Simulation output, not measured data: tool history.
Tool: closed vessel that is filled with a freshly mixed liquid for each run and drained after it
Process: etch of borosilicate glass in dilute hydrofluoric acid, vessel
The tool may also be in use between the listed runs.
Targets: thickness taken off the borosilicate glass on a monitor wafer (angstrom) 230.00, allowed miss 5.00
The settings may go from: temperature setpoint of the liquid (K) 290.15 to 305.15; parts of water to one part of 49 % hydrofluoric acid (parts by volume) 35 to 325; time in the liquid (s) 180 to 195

run,hour,temperature setpoint of the liquid (K),parts of water to one part of 49 % hydrofluoric acid (parts by volume),time in the liquid (s),thickness taken off the borosilicate glass on a monitor wafer (angstrom)
1,0.0,297.15,180,180,391.62
2,5.7,296.15,185,180,363.92
3,7.6,296.15,185,180,363.07
4,13.9,296.15,155,180,449.43
5,20.4,294.65,155,180,424.19
6,26.7,294.65,110,180,628.36
7,31.0,294.15,125,180,533.78
# hour 34.3: thermometer replaced
8,34.3,293.65,135,180,447.51
9,36.6,293.15,140,180,422.21
10,37.7,292.65,145,180,393.93
11,46.5,292.15,150,180,374.57
12,47.6,292.15,155,180,357.00
13,54.2,292.15,160,180,345.11
14,55.9,292.15,165,180,335.73
15,58.5,290.15,220,180,220.21

4 next moves are on the table. One of them brings every result within its allowed miss. Which?
A,61.1,290.65,230,195,?
B,61.1,290.15,225,180,?
C,61.1,293.65,260,190,?
D,61.1,291.15,235,180,?

move,thickness taken off the borosilicate glass on a monitor wafer (angstrom)
A,231.84
B,215.48
C,217.93
D,212.61
A: meets every target
B: further off than the last run
C: further off than the last run
D: further off than the last run
Move A is the one to make.
